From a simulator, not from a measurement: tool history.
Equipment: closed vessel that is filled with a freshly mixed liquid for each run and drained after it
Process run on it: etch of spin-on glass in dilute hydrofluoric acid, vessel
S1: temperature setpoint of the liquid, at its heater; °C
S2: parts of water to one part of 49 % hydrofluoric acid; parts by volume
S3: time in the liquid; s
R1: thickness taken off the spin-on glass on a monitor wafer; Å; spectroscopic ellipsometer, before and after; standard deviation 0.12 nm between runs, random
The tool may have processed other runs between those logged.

run	hour	S1	S2	S3	R1
1	0	26	235	30	77.267
2	5.8	28	190	30	107.04
3	14	29.5	155	30	144.18
4	18.1	29.5	155	30	145.36
5	22.2	29.5	195	30	109.71
6	25.3	29.5	195	30	109.81
7	30.3	30.5	165	30	139.63
8	37.6	34	70	30	422.35

Run 9 is up next; what results do you expect?
9	43.9	33	70	30	?

Run 9 came out at R1 411.44 Å.
